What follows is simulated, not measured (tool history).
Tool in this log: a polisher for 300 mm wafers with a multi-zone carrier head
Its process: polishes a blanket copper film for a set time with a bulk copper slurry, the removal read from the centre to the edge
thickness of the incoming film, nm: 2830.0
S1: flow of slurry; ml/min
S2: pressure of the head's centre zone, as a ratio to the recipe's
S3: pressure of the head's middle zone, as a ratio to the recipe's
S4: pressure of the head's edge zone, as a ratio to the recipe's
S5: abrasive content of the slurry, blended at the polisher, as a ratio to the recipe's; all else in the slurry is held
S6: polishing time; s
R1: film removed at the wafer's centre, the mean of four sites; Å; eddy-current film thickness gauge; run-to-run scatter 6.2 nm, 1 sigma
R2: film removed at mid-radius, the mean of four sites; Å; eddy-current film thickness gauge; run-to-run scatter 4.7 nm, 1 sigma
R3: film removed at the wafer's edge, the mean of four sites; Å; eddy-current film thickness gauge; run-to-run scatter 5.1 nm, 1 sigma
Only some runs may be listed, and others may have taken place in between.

run 1 hour=0 | S1=135 S2=1 S3=1 S4=1 S5=1 S6=81 | R1=5580.6 R2=5552.7 R3=5657.9
run 2 hour=6.8 | S1=135 S2=1 S3=1 S4=1.06 S5=1 S6=81 | R1=5729.8 R2=5493.4 R3=5780.1
run 3 hour=11.4 | S1=135 S2=1.03 S3=1.02 S4=1.01 S5=0.85 S6=78 | R1=5330.2 R2=5312.8 R3=5234.8
run 4 hour=16 | S1=135 S2=1.03 S3=1.02 S4=1.01 S5=0.85 S6=66 | R1=4508 R2=4399.4 R3=4413
run 5 hour=23.6 | S1=140 S2=1.05 S3=1.04 S4=0.99 S5=0.8 S6=66 | R1=4564.3 R2=4485.7 R3=4333.6
run 6 hour=24.9 | S1=140 S2=1.05 S3=1.04 S4=0.99 S5=0.8 S6=51 | R1=3566.9 R2=3527.4 R3=3379

Estimate the outcome of run 7 from the log above:
run 7 hour=27.3 | S1=150 S2=1.06 S3=1.07 S4=1.01 S5=0.95 S6=52 | R1=? R2=? R3=?

{"run 7": {"R1": 3914.3, "R2": 3875.4, "R3": 3555.3}}

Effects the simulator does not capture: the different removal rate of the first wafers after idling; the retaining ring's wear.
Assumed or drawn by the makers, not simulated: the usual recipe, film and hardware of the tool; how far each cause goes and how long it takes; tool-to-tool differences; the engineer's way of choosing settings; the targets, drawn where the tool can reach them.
